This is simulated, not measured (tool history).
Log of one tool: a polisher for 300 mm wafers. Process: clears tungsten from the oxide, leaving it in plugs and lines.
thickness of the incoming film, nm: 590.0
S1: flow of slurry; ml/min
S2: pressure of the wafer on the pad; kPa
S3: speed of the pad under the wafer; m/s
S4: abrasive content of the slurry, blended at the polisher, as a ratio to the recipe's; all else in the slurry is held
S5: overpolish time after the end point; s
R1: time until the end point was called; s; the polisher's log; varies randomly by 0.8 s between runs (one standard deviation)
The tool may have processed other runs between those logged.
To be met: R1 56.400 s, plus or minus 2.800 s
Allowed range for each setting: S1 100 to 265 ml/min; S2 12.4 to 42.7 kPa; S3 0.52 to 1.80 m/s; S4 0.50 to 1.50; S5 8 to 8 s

{"run": 1, "hour": 0.0, "S1": 170, "S2": 27.6, "S3": 1.16, "S4": 1.0, "S5": 8, "R1": 101.79}
{"run": 2, "hour": 2.1, "S1": 195, "S2": 27.6, "S3": 1.16, "S4": 1.0, "S5": 8, "R1": 98.572}
{"run": 3, "hour": 6.9, "S1": 195, "S2": 27.6, "S3": 1.3, "S4": 1.0, "S5": 8, "R1": 87.713}
{"run": 4, "hour": 11.8, "S1": 195, "S2": 22.8, "S3": 1.3, "S4": 1.0, "S5": 8, "R1": 107.09}
{"run": 5, "hour": 16.7, "S1": 195, "S2": 27.6, "S3": 1.32, "S4": 1.0, "S5": 8, "R1": 86.857}
{"run": 6, "hour": 19.5, "S1": 195, "S2": 33.8, "S3": 1.32, "S4": 1.0, "S5": 8, "R1": 71.071}
{"run": 7, "hour": 24.0, "S1": 195, "S2": 35.9, "S3": 1.32, "S4": 1.0, "S5": 8, "R1": 67.175}
{"run": 8, "hour": 28.0, "S1": 195, "S2": 37.2, "S3": 1.32, "S4": 1.0, "S5": 8, "R1": 64.551}
{"run": 9, "hour": 31.1, "S1": 195, "S2": 38.6, "S3": 1.32, "S4": 1.0, "S5": 8, "R1": 62.91}
{"run": 10, "hour": 36.9, "S1": 195, "S2": 40.0, "S3": 1.32, "S4": 1.0, "S5": 8, "R1": 60.982}
{"run": 11, "hour": 45.2, "S1": 195, "S2": 40.7, "S3": 1.32, "S4": 1.0, "S5": 8, "R1": 59.972}

Next run, 4 choices. One meets every target within its allowed miss, the rest don't. Which?
{"run": "A", "hour": 53.5, "S1": 210, "S2": 40.7, "S3": 1.48, "S4": 1.15, "S5": 8, "R1": "?"}
{"run": "B", "hour": 53.5, "S1": 195, "S2": 42.7, "S3": 1.54, "S4": 0.95, "S5": 8, "R1": "?"}
{"run": "C", "hour": 53.5, "S1": 205, "S2": 40.0, "S3": 1.38, "S4": 1.1, "S5": 8, "R1": "?"}
{"run": "D", "hour": 53.5, "S1": 200, "S2": 42.7, "S3": 1.52, "S4": 0.9, "S5": 8, "R1": "?"}

move=A R1=49.399
move=B R1=47.586
move=C R1=54.465
move=D R1=48.553
A: pushes the last run's worst result past its target
B: pushes the last run's worst result past its target
C: all results land within tolerance of their targets
D: pushes the last run's worst result past its target
C meets every target.
